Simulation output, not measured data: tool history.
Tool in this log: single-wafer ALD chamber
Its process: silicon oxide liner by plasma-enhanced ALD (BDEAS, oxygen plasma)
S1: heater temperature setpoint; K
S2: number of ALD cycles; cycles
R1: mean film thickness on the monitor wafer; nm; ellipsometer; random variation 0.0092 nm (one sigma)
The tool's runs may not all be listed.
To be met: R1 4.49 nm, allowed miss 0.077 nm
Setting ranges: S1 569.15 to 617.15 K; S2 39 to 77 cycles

Run 1, hour 0: S1 593.15 K, S2 58 cycles. Result: R1 5.339 nm.
Run 2, hour 4.7: S1 594.15 K, S2 56 cycles. Result: R1 5.1608 nm.
Run 3, hour 7.2: S1 594.15 K, S2 54 cycles. Result: R1 4.9913 nm.
Run 4, hour 10.7: S1 594.15 K, S2 53 cycles. Result: R1 4.8791 nm.
Run 5, hour 16.3: S1 594.15 K, S2 47 cycles. Result: R1 4.3281 nm.
Run 6, hour 20.1: S1 594.15 K, S2 44 cycles. Result: R1 4.0608 nm.
Run 7, hour 21.4: S1 594.15 K, S2 45 cycles. Result: R1 4.1357 nm.
Run 8, hour 26.6: S1 592.15 K, S2 50 cycles. Result: R1 4.6348 nm.
Run 9, hour 27.9: S1 593.15 K, S2 50 cycles. Result: R1 4.6043 nm.

Next run, 5 choices. One meets every target within its allowed miss, the rest don't. Which?
Run A, hour 29.2: S1 593.15 K, S2 53 cycles. Result: R1 ?.
Run B, hour 29.2: S1 596.15 K, S2 49 cycles. Result: R1 ?.
Run C, hour 29.2: S1 596.15 K, S2 51 cycles. Result: R1 ?.
Run D, hour 29.2: S1 617.15 K, S2 52 cycles. Result: R1 ?.
Run E, hour 29.2: S1 611.15 K, S2 53 cycles. Result: R1 ?.

move      R1
   A  4.8934
   B  4.5049
   C  4.6887
   D  4.6378
   E  4.7686
A: the biggest miss grows against the last run
B: meets every target
C: the biggest miss grows against the last run
D: the biggest miss grows against the last run
E: the biggest miss grows against the last run
B meets every target.
